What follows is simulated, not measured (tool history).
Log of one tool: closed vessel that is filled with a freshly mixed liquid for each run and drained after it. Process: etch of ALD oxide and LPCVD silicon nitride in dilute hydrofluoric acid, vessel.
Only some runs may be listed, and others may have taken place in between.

run  hour  temperature setpoint of the liquid (°C)  parts of water to one part of 49 % hydrofluoric acid (parts by volume)  time in the liquid (s)  thickness taken off the ALD oxide on a monitor wafer (nm)  thickness taken off the LPCVD silicon nitride on a monitor wafer (nm)
  1     0                                       22                                                                      95                      60                                                     11.545                                                                 0.3778
  2   3.4                                       22                                                                      95                      40                                                     7.6099                                                                0.31726
  3   8.2                                       21                                                                      95                      40                                                     7.3168                                                                0.23504
  4  14.1                                       21                                                                      80                      40                                                     8.9451                                                                0.27801
  5  17.1                                     20.5                                                                      85                      40                                                      8.168                                                                0.24681
  6  21.8                                     18.5                                                                      85                      40                                                      7.534                                                                0.22933

What does the tool deliver on the next run?
  7  23.8                                       18                                                                      85                      40                                                          ?                                                                      ?

{"run 7": {"thickness taken off the ALD oxide on a monitor wafer (nm)": 7.3196, "thickness taken off the LPCVD silicon nitride on a monitor wafer (nm)": 0.21204}}
